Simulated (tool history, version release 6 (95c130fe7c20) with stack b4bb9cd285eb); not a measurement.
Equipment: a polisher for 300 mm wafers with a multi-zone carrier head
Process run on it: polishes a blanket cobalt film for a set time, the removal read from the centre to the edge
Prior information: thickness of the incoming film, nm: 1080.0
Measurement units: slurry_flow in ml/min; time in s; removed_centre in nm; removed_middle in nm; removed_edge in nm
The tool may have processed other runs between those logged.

{"run": 1, "hour": 0.0, "slurry_flow": 130, "centre_zone": 1.0, "middle_zone": 1.0, "edge_zone": 1.0, "time": 83, "removed_centre": 310.63, "removed_middle": 302.81, "removed_edge": 307.61}
{"run": 2, "hour": 7.9, "slurry_flow": 125, "centre_zone": 0.98, "middle_zone": 1.0, "edge_zone": 0.98, "time": 80, "removed_centre": 297.13, "removed_middle": 290.61, "removed_edge": 293.24}
{"run": 3, "hour": 15.2, "slurry_flow": 125, "centre_zone": 0.98, "middle_zone": 1.0, "edge_zone": 0.98, "time": 93, "removed_centre": 340.16, "removed_middle": 334.06, "removed_edge": 338.78}
{"run": 4, "hour": 22.3, "slurry_flow": 120, "centre_zone": 0.96, "middle_zone": 1.01, "edge_zone": 0.97, "time": 88, "removed_centre": 307.36, "removed_middle": 322.08, "removed_edge": 314.9}
{"run": 5, "hour": 23.5, "slurry_flow": 105, "centre_zone": 0.96, "middle_zone": 1.01, "edge_zone": 0.97, "time": 88, "removed_centre": 297.98, "removed_middle": 307.78, "removed_edge": 312.25}
{"run": 6, "hour": 30.1, "slurry_flow": 80, "centre_zone": 0.96, "middle_zone": 1.01, "edge_zone": 0.97, "time": 88, "removed_centre": 281.6, "removed_middle": 292.99, "removed_edge": 300.17}
{"run": 7, "hour": 35.6, "slurry_flow": 80, "centre_zone": 0.95, "middle_zone": 1.01, "edge_zone": 0.96, "time": 84, "removed_centre": 264.1, "removed_middle": 279.53, "removed_edge": 283.76}
{"run": 8, "hour": 40.4, "slurry_flow": 80, "centre_zone": 0.94, "middle_zone": 1.01, "edge_zone": 0.95, "time": 81, "removed_centre": 249.61, "removed_middle": 272.09, "removed_edge": 270.95}
{"run": 9, "hour": 47.1, "slurry_flow": 80, "centre_zone": 0.93, "middle_zone": 1.0, "edge_zone": 0.94, "time": 79, "removed_centre": 243.92, "removed_middle": 261.64, "removed_edge": 263.37}
{"run": 10, "hour": 50.0, "slurry_flow": 80, "centre_zone": 0.92, "middle_zone": 1.0, "edge_zone": 0.93, "time": 77, "removed_centre": 235.28, "removed_middle": 255.64, "removed_edge": 256.95}

Forecast run 11:
{"run": 11, "hour": 55.1, "slurry_flow": 80, "centre_zone": 0.91, "middle_zone": 1.0, "edge_zone": 0.92, "time": 75, "removed_centre": "?", "removed_middle": "?", "removed_edge": "?"}

Run 11 came out at removed_centre 225.08 nm, removed_middle 245.33 nm, removed_edge 243.97 nm.
